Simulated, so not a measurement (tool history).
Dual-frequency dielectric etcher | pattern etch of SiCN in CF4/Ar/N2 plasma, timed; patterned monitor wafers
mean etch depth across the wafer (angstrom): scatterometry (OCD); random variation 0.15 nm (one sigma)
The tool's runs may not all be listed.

| run | hour | source power (kW) | bias power (kW) | Ar flow (sccm) | CF4 flow (sccm) | etch time (s) | mean etch depth across the wafer (angstrom) |
|---|---|---|---|---|---|---|---|
| 1 | 0.0 | 0.400 | 0.074 | 124 | 64 | 60.0 | 459.90 |
| 2 | 0.8 | 0.410 | 0.074 | 124 | 64 | 60.0 | 469.14 |
| 3 | 6.1 | 0.470 | 0.074 | 124 | 64 | 60.0 | 517.37 |
| 4 | 12.3 | 0.470 | 0.074 | 112 | 64 | 60.0 | 521.19 |
| 5 | 14.3 | 0.460 | 0.074 | 112 | 64 | 60.0 | 516.33 |
| 6 | 21.0 | 0.450 | 0.074 | 112 | 64 | 60.0 | 508.86 |
| 7 | 26.4 | 0.440 | 0.074 | 112 | 64 | 60.0 | 500.23 |

Run 8 comes next. What will it give?
| 8 | 34.8 | 0.430 | 0.074 | 112 | 64 | 60.0 | ? |

Run 8 gave mean etch depth across the wafer (angstrom) 490.30.
